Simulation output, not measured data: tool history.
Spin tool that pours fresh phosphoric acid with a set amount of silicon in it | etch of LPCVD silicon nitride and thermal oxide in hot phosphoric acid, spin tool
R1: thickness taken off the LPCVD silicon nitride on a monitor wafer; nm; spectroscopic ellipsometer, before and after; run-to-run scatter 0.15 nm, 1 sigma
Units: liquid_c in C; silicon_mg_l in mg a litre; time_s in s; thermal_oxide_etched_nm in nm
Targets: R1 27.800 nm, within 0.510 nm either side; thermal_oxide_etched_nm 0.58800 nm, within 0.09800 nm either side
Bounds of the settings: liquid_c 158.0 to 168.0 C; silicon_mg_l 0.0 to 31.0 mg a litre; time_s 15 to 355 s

Run 1, hour 0.0: liquid_c 163.0 C, silicon_mg_l 13.5 mg a litre, time_s 180 s. Result: R1 17.030 nm, thermal_oxide_etched_nm 0.42209 nm.
Run 2, hour 1.7: liquid_c 165.0 C, silicon_mg_l 13.5 mg a litre, time_s 180 s. Result: R1 18.366 nm, thermal_oxide_etched_nm 0.51238 nm.
Run 3, hour 7.7: liquid_c 165.5 C, silicon_mg_l 17.0 mg a litre, time_s 195 s. Result: R1 20.116 nm, thermal_oxide_etched_nm 0.52754 nm.
Run 4, hour 10.0: liquid_c 165.5 C, silicon_mg_l 17.0 mg a litre, time_s 220 s. Result: R1 22.573 nm, thermal_oxide_etched_nm 0.58390 nm.
Run 5, hour 15.2: liquid_c 166.0 C, silicon_mg_l 19.0 mg a litre, time_s 230 s. Result: R1 24.304 nm, thermal_oxide_etched_nm 0.67088 nm.
Run 6, hour 15.8: liquid_c 166.0 C, silicon_mg_l 22.0 mg a litre, time_s 230 s. Result: R1 23.947 nm, thermal_oxide_etched_nm 0.54447 nm.
Run 7, hour 21.8: liquid_c 166.0 C, silicon_mg_l 23.0 mg a litre, time_s 235 s. Result: R1 24.657 nm, thermal_oxide_etched_nm 0.57140 nm.
Run 8, hour 29.2: liquid_c 166.0 C, silicon_mg_l 23.0 mg a litre, time_s 235 s. Result: R1 24.473 nm, thermal_oxide_etched_nm 0.60212 nm.
Run 9, hour 36.8: liquid_c 166.0 C, silicon_mg_l 25.0 mg a litre, time_s 240 s. Result: R1 25.007 nm, thermal_oxide_etched_nm 0.55917 nm.
Run 10, hour 41.1: liquid_c 166.5 C, silicon_mg_l 26.0 mg a litre, time_s 245 s. Result: R1 26.417 nm, thermal_oxide_etched_nm 0.58248 nm.
Run 11, hour 50.2: liquid_c 166.5 C, silicon_mg_l 26.5 mg a litre, time_s 245 s. Result: R1 26.388 nm, thermal_oxide_etched_nm 0.55121 nm.
Run 12, hour 51.5: liquid_c 167.0 C, silicon_mg_l 26.5 mg a litre, time_s 245 s. Result: R1 26.568 nm, thermal_oxide_etched_nm 0.57068 nm.

Next run, 5 choices. One meets every target within its allowed miss, the rest don't. Which?
Run A, hour 52.8: liquid_c 168.0 C, silicon_mg_l 11.5 mg a litre, time_s 250 s. Result: R1 ?, thermal_oxide_etched_nm ?.
Run B, hour 52.8: liquid_c 166.5 C, silicon_mg_l 27.0 mg a litre, time_s 260 s. Result: R1 ?, thermal_oxide_etched_nm ?.
Run C, hour 52.8: liquid_c 168.0 C, silicon_mg_l 8.0 mg a litre, time_s 235 s. Result: R1 ?, thermal_oxide_etched_nm ?.
Run D, hour 52.8: liquid_c 168.0 C, silicon_mg_l 29.5 mg a litre, time_s 260 s. Result: R1 ?, thermal_oxide_etched_nm ?.
Run E, hour 52.8: liquid_c 168.0 C, silicon_mg_l 13.0 mg a litre, time_s 235 s. Result: R1 ?, thermal_oxide_etched_nm ?.

move      R1  thermal_oxide_etched_nm
   A  28.105                  0.99058
   B  27.846                  0.59585
   C  26.419                  1.00610
   D  29.229                  0.60391
   E  26.419                  0.89904
A: gets the furthest-off result to its target, but another result is out of tolerance
B: in spec on every target
C: misses by more than the last run did
D: moves the result that the last run missed by most past its target, out the other side
E: misses by more than the last run did
B is the move that brings every result within its allowed miss.
